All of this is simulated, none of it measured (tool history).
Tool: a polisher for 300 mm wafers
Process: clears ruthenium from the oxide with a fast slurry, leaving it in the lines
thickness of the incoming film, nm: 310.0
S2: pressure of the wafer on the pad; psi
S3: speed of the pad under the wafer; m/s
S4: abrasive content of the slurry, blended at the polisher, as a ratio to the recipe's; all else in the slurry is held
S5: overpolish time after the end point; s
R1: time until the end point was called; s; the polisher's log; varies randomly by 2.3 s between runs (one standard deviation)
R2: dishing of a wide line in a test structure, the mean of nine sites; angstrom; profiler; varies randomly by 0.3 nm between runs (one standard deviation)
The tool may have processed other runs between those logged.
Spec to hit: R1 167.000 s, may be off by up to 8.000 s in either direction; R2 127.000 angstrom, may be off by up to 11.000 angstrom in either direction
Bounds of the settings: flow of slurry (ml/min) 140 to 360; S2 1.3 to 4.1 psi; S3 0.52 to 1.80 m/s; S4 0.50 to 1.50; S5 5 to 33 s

{"run": 1, "hour": 0.0, "flow of slurry (ml/min)": 230, "S2": 2.7, "S3": 1.16, "S4": 1.0, "S5": 17, "R1": 76.772, "R2": 534.4}
{"run": 2, "hour": 7.1, "flow of slurry (ml/min)": 230, "S2": 2.3, "S3": 1.02, "S4": 1.0, "S5": 13, "R1": 98.899, "R2": 336.28}
{"run": 3, "hour": 8.2, "flow of slurry (ml/min)": 230, "S2": 2.3, "S3": 1.02, "S4": 1.0, "S5": 17, "R1": 97.103, "R2": 406.91}
{"run": 4, "hour": 9.7, "flow of slurry (ml/min)": 180, "S2": 2.3, "S3": 1.02, "S4": 1.0, "S5": 17, "R1": 102.15, "R2": 412.14}
{"run": 5, "hour": 15.0, "flow of slurry (ml/min)": 180, "S2": 2.3, "S3": 1.2, "S4": 1.0, "S5": 17, "R1": 89.1, "R2": 443.46}
{"run": 6, "hour": 21.5, "flow of slurry (ml/min)": 180, "S2": 2.3, "S3": 1.2, "S4": 0.9, "S5": 17, "R1": 95.632, "R2": 434.1}
{"run": 7, "hour": 26.3, "flow of slurry (ml/min)": 190, "S2": 2.0, "S3": 1.08, "S4": 0.95, "S5": 13, "R1": 114.15, "R2": 288.55}
{"run": 8, "hour": 35.3, "flow of slurry (ml/min)": 195, "S2": 1.4, "S3": 0.8, "S4": 0.95, "S5": 5, "R1": 209.72, "R2": 63.278}
{"run": 9, "hour": 38.0, "flow of slurry (ml/min)": 200, "S2": 1.6, "S3": 0.8, "S4": 0.95, "S5": 7, "R1": 176.75, "R2": 99.836}
{"run": 10, "hour": 39.4, "flow of slurry (ml/min)": 205, "S2": 1.6, "S3": 0.8, "S4": 0.95, "S5": 8, "R1": 185.24, "R2": 120.01}
{"run": 11, "hour": 45.8, "flow of slurry (ml/min)": 215, "S2": 1.6, "S3": 0.8, "S4": 0.95, "S5": 8, "R1": 178.55, "R2": 113.72}
{"run": 12, "hour": 46.9, "flow of slurry (ml/min)": 225, "S2": 1.6, "S3": 0.8, "S4": 0.95, "S5": 8, "R1": 178.71, "R2": 114.9}
{"run": 13, "hour": 52.9, "flow of slurry (ml/min)": 235, "S2": 1.6, "S3": 0.8, "S4": 0.95, "S5": 8, "R1": 180.07, "R2": 119.37}

Next run, 4 choices. One meets every target within its allowed miss, the rest don't. Which?
{"run": "A", "hour": 58.9, "flow of slurry (ml/min)": 240, "S2": 1.4, "S3": 0.88, "S4": 0.95, "S5": 9, "R1": "?", "R2": "?"}
{"run": "B", "hour": 58.9, "flow of slurry (ml/min)": 210, "S2": 1.8, "S3": 0.78, "S4": 0.95, "S5": 8, "R1": "?", "R2": "?"}
{"run": "C", "hour": 58.9, "flow of slurry (ml/min)": 245, "S2": 1.5, "S3": 0.88, "S4": 0.85, "S5": 9, "R1": "?", "R2": "?"}
{"run": "D", "hour": 58.9, "flow of slurry (ml/min)": 205, "S2": 1.4, "S3": 0.82, "S4": 1.05, "S5": 7, "R1": "?", "R2": "?"}

move=A R1=186.980 R2=125.810
move=B R1=165.650 R2=126.220
move=C R1=190.830 R2=123.340
move=D R1=188.770 R2=97.579
A: lands further from the targets than the last run did
B: all results land within tolerance of their targets
C: lands further from the targets than the last run did
D: lands further from the targets than the last run did
Correct choice: B, which meets every target
